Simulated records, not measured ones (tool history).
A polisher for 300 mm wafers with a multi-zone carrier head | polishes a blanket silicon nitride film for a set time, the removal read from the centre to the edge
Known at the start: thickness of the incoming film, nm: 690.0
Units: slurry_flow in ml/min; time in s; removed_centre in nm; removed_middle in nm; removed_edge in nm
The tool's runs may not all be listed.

run	hour	slurry_flow	centre_zone	middle_zone	edge_zone	time	removed_centre	removed_middle	removed_edge
1	0.0	250	1.00	1.00	1.00	69	113.040	132.440	124.650
2	2.1	245	1.02	0.97	0.99	64	106.800	117.470	116.100
3	3.5	245	1.03	0.95	0.97	60	100.310	111.300	106.590
4	4.7	245	1.03	0.95	0.97	45	74.137	81.693	78.684
5	10.5	245	1.11	0.95	0.97	45	81.986	80.994	80.297
# hour 14.3: centre zone pressure recalibrated
6	14.3	285	1.11	0.95	0.97	45	93.955	83.272	82.404

Forecast run 7:
7	15.3	275	1.11	0.93	0.98	45	?	?	?

Run 7 gave removed_centre 93.920 nm, removed_middle 81.844 nm, removed_edge 81.451 nm.
